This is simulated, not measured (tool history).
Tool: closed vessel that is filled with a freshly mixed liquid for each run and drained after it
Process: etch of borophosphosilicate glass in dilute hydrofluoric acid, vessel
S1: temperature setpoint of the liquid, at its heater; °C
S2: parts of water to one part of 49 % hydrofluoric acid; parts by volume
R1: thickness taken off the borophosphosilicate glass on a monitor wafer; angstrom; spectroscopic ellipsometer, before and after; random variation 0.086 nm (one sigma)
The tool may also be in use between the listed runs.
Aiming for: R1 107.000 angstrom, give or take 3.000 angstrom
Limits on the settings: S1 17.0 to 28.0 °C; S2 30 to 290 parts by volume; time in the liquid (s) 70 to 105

Run 1, hour 0.0: S1 20.0 °C, S2 160 parts by volume, time in the liquid (s) 105. Result: R1 188.650 angstrom.
Run 2, hour 8.7: S1 19.5 °C, S2 170 parts by volume, time in the liquid (s) 105. Result: R1 172.710 angstrom.
Run 3, hour 12.5: S1 19.0 °C, S2 180 parts by volume, time in the liquid (s) 105. Result: R1 156.070 angstrom.
Run 4, hour 15.7: S1 19.0 °C, S2 215 parts by volume, time in the liquid (s) 105. Result: R1 127.900 angstrom.
Run 5, hour 18.9: S1 18.5 °C, S2 220 parts by volume, time in the liquid (s) 105. Result: R1 121.610 angstrom.
Run 6, hour 21.9: S1 18.5 °C, S2 220 parts by volume, time in the liquid (s) 70. Result: R1 82.065 angstrom.
Run 7, hour 23.0: S1 19.0 °C, S2 220 parts by volume, time in the liquid (s) 70. Result: R1 83.643 angstrom.
Run 8, hour 29.3: S1 19.0 °C, S2 215 parts by volume, time in the liquid (s) 70. Result: R1 85.524 angstrom.
Run 9, hour 33.1: S1 23.0 °C, S2 210 parts by volume, time in the liquid (s) 70. Result: R1 101.780 angstrom.

Exactly one of the 4 candidate moves below puts every result within its allowed miss. Which one?
Run A, hour 36.9: S1 21.0 °C, S2 210 parts by volume, time in the liquid (s) 85. Result: R1 ?.
Run B, hour 36.9: S1 23.0 °C, S2 260 parts by volume, time in the liquid (s) 85. Result: R1 ?.
Run C, hour 36.9: S1 26.0 °C, S2 270 parts by volume, time in the liquid (s) 90. Result: R1 ?.
Run D, hour 36.9: S1 21.5 °C, S2 210 parts by volume, time in the liquid (s) 70. Result: R1 ?.

move       R1
   A  115.150
   B   95.307
   C  106.930
   D   96.643
A: carries the result that was furthest off beyond its target, to the other side
B: its largest miss is bigger than the last run's
C: all results in spec
D: its largest miss is bigger than the last run's
Correct choice: C, which meets every target
